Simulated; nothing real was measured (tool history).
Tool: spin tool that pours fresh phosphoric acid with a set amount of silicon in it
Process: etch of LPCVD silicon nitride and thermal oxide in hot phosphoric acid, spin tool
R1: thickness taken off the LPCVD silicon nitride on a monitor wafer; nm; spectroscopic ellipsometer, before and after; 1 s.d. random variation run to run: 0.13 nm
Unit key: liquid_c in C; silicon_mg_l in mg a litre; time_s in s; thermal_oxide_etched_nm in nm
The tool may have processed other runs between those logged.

{"run": 1, "hour": 0.0, "liquid_c": 160, "silicon_mg_l": 9.5, "time_s": 180, "R1": 15.998, "thermal_oxide_etched_nm": 0.3142}
{"run": 2, "hour": 2.0, "liquid_c": 160, "silicon_mg_l": 9.5, "time_s": 105, "R1": 9.3489, "thermal_oxide_etched_nm": 0.15654}
{"run": 3, "hour": 9.3, "liquid_c": 161, "silicon_mg_l": 9.5, "time_s": 105, "R1": 9.4739, "thermal_oxide_etched_nm": 0.19435}
{"run": 4, "hour": 16.3, "liquid_c": 159, "silicon_mg_l": 9.5, "time_s": 105, "R1": 9.0451, "thermal_oxide_etched_nm": 0.17931}
{"run": 5, "hour": 18.1, "liquid_c": 158, "silicon_mg_l": 9.5, "time_s": 105, "R1": 8.5876, "thermal_oxide_etched_nm": 0.18028}
{"hour": 25.5, "done": "heated supply line repaired"}
{"run": 6, "hour": 25.5, "liquid_c": 159.5, "silicon_mg_l": 6.5, "time_s": 125, "R1": 12.021, "thermal_oxide_etched_nm": 0.25508}
{"run": 7, "hour": 29.4, "liquid_c": 160.5, "silicon_mg_l": 5, "time_s": 125, "R1": 12.467, "thermal_oxide_etched_nm": 0.27203}
{"run": 8, "hour": 34.6, "liquid_c": 161.5, "silicon_mg_l": 3.5, "time_s": 125, "R1": 12.685, "thermal_oxide_etched_nm": 0.36781}

The next listed run, before its measurement:
{"run": 9, "hour": 43.2, "liquid_c": 160.5, "silicon_mg_l": 3, "time_s": 135, "R1": "?", "thermal_oxide_etched_nm": "?"}

R1: 13.319 nm
thermal_oxide_etched_nm: 0.30765 nm
